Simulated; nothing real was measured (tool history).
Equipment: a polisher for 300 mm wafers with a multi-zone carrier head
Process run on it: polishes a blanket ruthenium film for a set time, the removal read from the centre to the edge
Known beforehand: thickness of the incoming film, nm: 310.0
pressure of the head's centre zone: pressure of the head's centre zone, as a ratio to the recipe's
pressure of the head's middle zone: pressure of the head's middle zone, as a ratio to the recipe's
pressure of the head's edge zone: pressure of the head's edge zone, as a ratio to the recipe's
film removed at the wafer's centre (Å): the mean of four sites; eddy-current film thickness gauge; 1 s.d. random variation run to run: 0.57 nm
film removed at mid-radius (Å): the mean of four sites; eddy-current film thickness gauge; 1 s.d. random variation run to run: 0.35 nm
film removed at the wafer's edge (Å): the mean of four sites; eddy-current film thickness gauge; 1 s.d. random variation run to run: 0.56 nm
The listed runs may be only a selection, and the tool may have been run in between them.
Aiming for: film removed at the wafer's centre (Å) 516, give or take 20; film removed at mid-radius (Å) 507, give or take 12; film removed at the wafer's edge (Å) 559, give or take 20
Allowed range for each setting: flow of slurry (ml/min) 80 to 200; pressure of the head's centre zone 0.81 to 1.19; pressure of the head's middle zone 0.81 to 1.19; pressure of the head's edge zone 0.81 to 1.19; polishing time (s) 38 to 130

run  hour  flow of slurry (ml/min)  pressure of the head's centre zone  pressure of the head's middle zone  pressure of the head's edge zone  polishing time (s)  film removed at the wafer's centre (Å)  film removed at mid-radius (Å)  film removed at the wafer's edge (Å)
  1     0                      130                                   1                                   1                                 1                  84                                  961.35                          1007.6                                1001.1
  2   7.9                      120                                0.98                                0.96                              0.97                  75                                  821.75                           847.8                                847.84
  3  12.5                      105                                0.98                                0.96                              0.97                  75                                  799.69                          807.57                                837.37
  4  19.9                      105                                1.06                                0.96                              0.97                  75                                  858.34                          814.22                                835.52
  5  21.5                      100                                1.02                                0.93                              0.95                  69                                  742.36                          730.82                                757.66
  6  26.1                       95                                1.01                                0.91                              0.94                  65                                  689.63                          665.41                                704.89
  7  34.9                       90                                0.99                                0.89                              0.92                  62                                   619.4                          614.69                                659.82
  8  43.2                       90                                0.97                                0.81                              0.82                  52                                  511.38                          484.54                                521.75
  9  49.5                       95                                0.96                                0.81                              0.84                  52                                  508.27                          495.71                                533.97
 10  58.1                       95                                0.96                                0.81                              0.85                  52                                  516.45                          497.99                                541.86

Which of these 5 next moves meets every target?
  A  66.7                       80                                0.96                                0.83                              0.88                  56                                       ?                               ?                                     ?
  B  66.7                      100                                0.94                                0.85                              0.84                  50                                       ?                               ?                                     ?
  C  66.7                       90                                0.99                                0.89                              0.81                  52                                       ?                               ?                                     ?
  D  66.7                      100                                1.01                                0.87                              0.89                  48                                       ?                               ?                                     ?
  E  66.7                       95                                 0.9                                0.87                              0.81                  52                                       ?                               ?                                     ?

move  film removed at the wafer's centre (Å)  film removed at mid-radius (Å)  film removed at the wafer's edge (Å)
   A                                  519.66                          511.94                                572.56
   B                                  499.45                           502.5                                528.11
   C                                  525.15                          517.07                                527.55
   D                                  515.52                          488.41                                520.28
   E                                  487.58                          520.59                                534.33
A: hits every target within its allowed miss
B: further off than the last run
C: further off than the last run
D: further off than the last run
E: further off than the last run
Correct choice: A, which meets every target
